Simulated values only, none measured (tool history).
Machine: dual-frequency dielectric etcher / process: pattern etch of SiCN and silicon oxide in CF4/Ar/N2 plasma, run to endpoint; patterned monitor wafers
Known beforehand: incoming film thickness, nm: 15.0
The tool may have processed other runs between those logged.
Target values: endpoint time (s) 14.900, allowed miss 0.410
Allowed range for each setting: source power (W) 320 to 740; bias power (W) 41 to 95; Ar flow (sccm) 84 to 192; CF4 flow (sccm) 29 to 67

Run 1, day 0.000: source power (W) 530, bias power (W) 68, Ar flow (sccm) 138, CF4 flow (sccm) 48. Result: endpoint time (s) 16.638.
Run 2, day 0.042: source power (W) 530, bias power (W) 68, Ar flow (sccm) 125, CF4 flow (sccm) 48. Result: endpoint time (s) 16.369.
Run 3, day 0.183: source power (W) 530, bias power (W) 58, Ar flow (sccm) 125, CF4 flow (sccm) 48. Result: endpoint time (s) 17.975.
Run 4, day 0.350: source power (W) 550, bias power (W) 58, Ar flow (sccm) 125, CF4 flow (sccm) 48. Result: endpoint time (s) 17.302.
Run 5, day 0.646: source power (W) 570, bias power (W) 58, Ar flow (sccm) 125, CF4 flow (sccm) 48. Result: endpoint time (s) 16.649.
Run 6, day 1.017: source power (W) 540, bias power (W) 58, Ar flow (sccm) 125, CF4 flow (sccm) 48. Result: endpoint time (s) 17.701.
Run 7, day 1.183: source power (W) 560, bias power (W) 58, Ar flow (sccm) 125, CF4 flow (sccm) 48. Result: endpoint time (s) 16.930.
Run 8, day 1.492: source power (W) 570, bias power (W) 58, Ar flow (sccm) 125, CF4 flow (sccm) 48. Result: endpoint time (s) 16.701.
Run 9, day 1.779: source power (W) 580, bias power (W) 58, Ar flow (sccm) 125, CF4 flow (sccm) 48. Result: endpoint time (s) 16.261.

Which single option among these 4 for the next run brings every result within its allowed miss of target? Just one does.
Run A, day 2.067: source power (W) 640, bias power (W) 52, Ar flow (sccm) 91, CF4 flow (sccm) 48. Result: endpoint time (s) ?.
Run B, day 2.067: source power (W) 530, bias power (W) 53, Ar flow (sccm) 129, CF4 flow (sccm) 55. Result: endpoint time (s) ?.
Run C, day 2.067: source power (W) 620, bias power (W) 54, Ar flow (sccm) 140, CF4 flow (sccm) 55. Result: endpoint time (s) ?.
Run D, day 2.067: source power (W) 550, bias power (W) 51, Ar flow (sccm) 126, CF4 flow (sccm) 56. Result: endpoint time (s) ?.

move  endpoint time (s)
   A             14.867
   B             18.696
   C             15.902
   D             18.234
A: all results land within tolerance of their targets
B: its largest miss is bigger than the last run's
C: closes in on the targets versus the last run, not all within tolerance yet
D: its largest miss is bigger than the last run's
A is the move that brings every result within its allowed miss.
